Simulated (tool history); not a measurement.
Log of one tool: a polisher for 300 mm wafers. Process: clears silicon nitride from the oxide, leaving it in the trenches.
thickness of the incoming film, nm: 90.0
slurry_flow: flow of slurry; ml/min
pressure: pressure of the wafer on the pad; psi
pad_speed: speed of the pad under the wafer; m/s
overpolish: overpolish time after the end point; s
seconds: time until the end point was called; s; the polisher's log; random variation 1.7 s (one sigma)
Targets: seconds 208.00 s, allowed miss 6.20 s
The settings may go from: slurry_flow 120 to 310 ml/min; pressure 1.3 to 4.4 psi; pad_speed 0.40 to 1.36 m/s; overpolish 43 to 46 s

Run 1, day 0.000: slurry_flow 200 ml/min, pressure 2.8 psi, pad_speed 0.88 m/s, overpolish 43 s. Result: seconds 129.33 s.
Run 2, day 0.088: slurry_flow 175 ml/min, pressure 2.8 psi, pad_speed 0.88 m/s, overpolish 43 s. Result: seconds 128.73 s.
Run 3, day 0.212: slurry_flow 135 ml/min, pressure 2.8 psi, pad_speed 0.88 m/s, overpolish 43 s. Result: seconds 135.54 s.
Run 4, day 0.571: slurry_flow 135 ml/min, pressure 2.6 psi, pad_speed 0.88 m/s, overpolish 43 s. Result: seconds 142.32 s.
Run 5, day 0.675: slurry_flow 135 ml/min, pressure 2.4 psi, pad_speed 0.88 m/s, overpolish 43 s. Result: seconds 151.79 s.
Run 6, day 0.908: slurry_flow 135 ml/min, pressure 2.2 psi, pad_speed 0.88 m/s, overpolish 43 s. Result: seconds 163.48 s.
Run 7, day 0.958: slurry_flow 135 ml/min, pressure 2.1 psi, pad_speed 0.88 m/s, overpolish 43 s. Result: seconds 166.75 s.
Run 8, day 1.154: slurry_flow 135 ml/min, pressure 2.0 psi, pad_speed 0.88 m/s, overpolish 43 s. Result: seconds 175.11 s.
Run 9, day 1.308: slurry_flow 135 ml/min, pressure 1.9 psi, pad_speed 0.88 m/s, overpolish 43 s. Result: seconds 176.12 s.
Run 10, day 1.675: slurry_flow 135 ml/min, pressure 1.8 psi, pad_speed 0.88 m/s, overpolish 43 s. Result: seconds 182.05 s.
Run 11, day 1.721: slurry_flow 135 ml/min, pressure 1.7 psi, pad_speed 0.88 m/s, overpolish 43 s. Result: seconds 191.30 s.
Run 12, day 2.088: slurry_flow 135 ml/min, pressure 1.6 psi, pad_speed 0.88 m/s, overpolish 43 s. Result: seconds 196.99 s.

Which of these 5 next moves meets every target?
Run A, day 2.454: slurry_flow 140 ml/min, pressure 1.4 psi, pad_speed 0.84 m/s, overpolish 43 s. Result: seconds ?.
Run B, day 2.454: slurry_flow 140 ml/min, pressure 1.6 psi, pad_speed 0.76 m/s, overpolish 43 s. Result: seconds ?.
Run C, day 2.454: slurry_flow 120 ml/min, pressure 2.1 psi, pad_speed 0.72 m/s, overpolish 43 s. Result: seconds ?.
Run D, day 2.454: slurry_flow 140 ml/min, pressure 2.0 psi, pad_speed 0.84 m/s, overpolish 43 s. Result: seconds ?.
Run E, day 2.454: slurry_flow 135 ml/min, pressure 1.7 psi, pad_speed 0.74 m/s, overpolish 43 s. Result: seconds ?.

move  seconds
   A   225.56
   B   229.30
   C   208.28
   D   180.30
   E   227.97
A: takes the result that was furthest off past its target
B: takes the result that was furthest off past its target
C: meets every target
D: further off than the last run
E: takes the result that was furthest off past its target
The right move is C.

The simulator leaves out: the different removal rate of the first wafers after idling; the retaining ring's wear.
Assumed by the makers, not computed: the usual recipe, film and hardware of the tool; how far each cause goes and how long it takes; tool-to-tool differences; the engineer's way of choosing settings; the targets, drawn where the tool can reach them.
